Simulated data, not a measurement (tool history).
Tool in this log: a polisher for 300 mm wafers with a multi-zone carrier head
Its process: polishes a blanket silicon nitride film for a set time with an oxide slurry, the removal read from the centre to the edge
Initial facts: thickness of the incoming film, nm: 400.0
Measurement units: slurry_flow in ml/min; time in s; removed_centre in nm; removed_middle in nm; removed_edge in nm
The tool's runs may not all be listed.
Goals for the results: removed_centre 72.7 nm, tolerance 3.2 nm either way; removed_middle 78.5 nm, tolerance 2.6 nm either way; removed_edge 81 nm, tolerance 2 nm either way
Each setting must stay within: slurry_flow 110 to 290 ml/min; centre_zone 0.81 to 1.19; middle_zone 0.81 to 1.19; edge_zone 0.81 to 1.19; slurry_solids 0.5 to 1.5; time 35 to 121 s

run 1 hour=0 | slurry_flow=185 centre_zone=1 middle_zone=1 edge_zone=1 slurry_solids=1 time=78 | removed_centre=67.335 removed_middle=71.306 removed_edge=67.245
run 2 hour=2.8 | slurry_flow=185 centre_zone=1 middle_zone=1 edge_zone=1 slurry_solids=1 time=59 | removed_centre=51.237 removed_middle=54.726 removed_edge=51.512
run 3 hour=3.7 | slurry_flow=190 centre_zone=1 middle_zone=1 edge_zone=1.03 slurry_solids=1.1 time=60 | removed_centre=56.348 removed_middle=58.702 removed_edge=56.067
run 4 hour=6.6 | slurry_flow=190 centre_zone=0.95 middle_zone=1 edge_zone=1.03 slurry_solids=1.1 time=60 | removed_centre=52.505 removed_middle=58.236 removed_edge=56.099
run 5 hour=15.3 | slurry_flow=195 centre_zone=0.95 middle_zone=1 edge_zone=1.05 slurry_solids=1.15 time=61 | removed_centre=54.728 removed_middle=60.871 removed_edge=59.129
run 6 hour=20.2 | slurry_flow=195 centre_zone=0.95 middle_zone=0.93 edge_zone=1.05 slurry_solids=1.15 time=61 | removed_centre=55.238 removed_middle=57.102 removed_edge=59.76
run 7 hour=29.1 | slurry_flow=200 centre_zone=0.95 middle_zone=0.94 edge_zone=1.07 slurry_solids=1.2 time=62 | removed_centre=57.67 removed_middle=59.871 removed_edge=62.014
run 8 hour=37.7 | slurry_flow=205 centre_zone=0.95 middle_zone=0.95 edge_zone=1.09 slurry_solids=1.25 time=63 | removed_centre=61.035 removed_middle=62.156 removed_edge=65.531
run 9 hour=44.5 | slurry_flow=210 centre_zone=0.94 middle_zone=0.96 edge_zone=1.1 slurry_solids=1.3 time=64 | removed_centre=61.796 removed_middle=66.834 removed_edge=66.855
run 10 hour=45.5 | slurry_flow=210 centre_zone=0.94 middle_zone=0.96 edge_zone=1.11 slurry_solids=1.35 time=65 | removed_centre=63.604 removed_middle=67.821 removed_edge=71.111
run 11 hour=47.2 | slurry_flow=215 centre_zone=0.94 middle_zone=0.97 edge_zone=1.12 slurry_solids=1.4 time=65 | removed_centre=66.029 removed_middle=71.292 removed_edge=71.43
run 12 hour=51.9 | slurry_flow=225 centre_zone=0.91 middle_zone=0.93 edge_zone=1.18 slurry_solids=1.5 time=71 | removed_centre=72.349 removed_middle=75.175 removed_edge=83.554

Below are 5 possible settings for the next run. Only one of them brings all results inside the allowed miss of their targets. Which is it?
run A hour=56.6 | slurry_flow=220 centre_zone=0.9 middle_zone=0.88 edge_zone=1.18 slurry_solids=1.15 time=81 | removed_centre=? removed_middle=? removed_edge=?
run B hour=56.6 | slurry_flow=245 centre_zone=0.93 middle_zone=0.89 edge_zone=1.12 slurry_solids=1.45 time=71 | removed_centre=? removed_middle=? removed_edge=?
run C hour=56.6 | slurry_flow=245 centre_zone=0.92 middle_zone=0.96 edge_zone=1.13 slurry_solids=1.5 time=70 | removed_centre=? removed_middle=? removed_edge=?
run D hour=56.6 | slurry_flow=200 centre_zone=0.96 middle_zone=0.87 edge_zone=1.18 slurry_solids=1.4 time=69 | removed_centre=? removed_middle=? removed_edge=?
run E hour=56.6 | slurry_flow=270 centre_zone=0.96 middle_zone=0.9 edge_zone=1.19 slurry_solids=1.4 time=69 | removed_centre=? removed_middle=? removed_edge=?

move=A removed_centre=72.679 removed_middle=74.567 removed_edge=83.962
move=B removed_centre=73.799 removed_middle=74.256 removed_edge=80.338
move=C removed_centre=73.125 removed_middle=79.039 removed_edge=80.571
move=D removed_centre=70.326 removed_middle=67.854 removed_edge=77.436
move=E removed_centre=73.516 removed_middle=72.601 removed_edge=80.09
A: its largest miss is bigger than the last run's
B: its largest miss is bigger than the last run's
C: every result lands within tolerance
D: its largest miss is bigger than the last run's
E: its largest miss is bigger than the last run's
The move that meets every target is C.
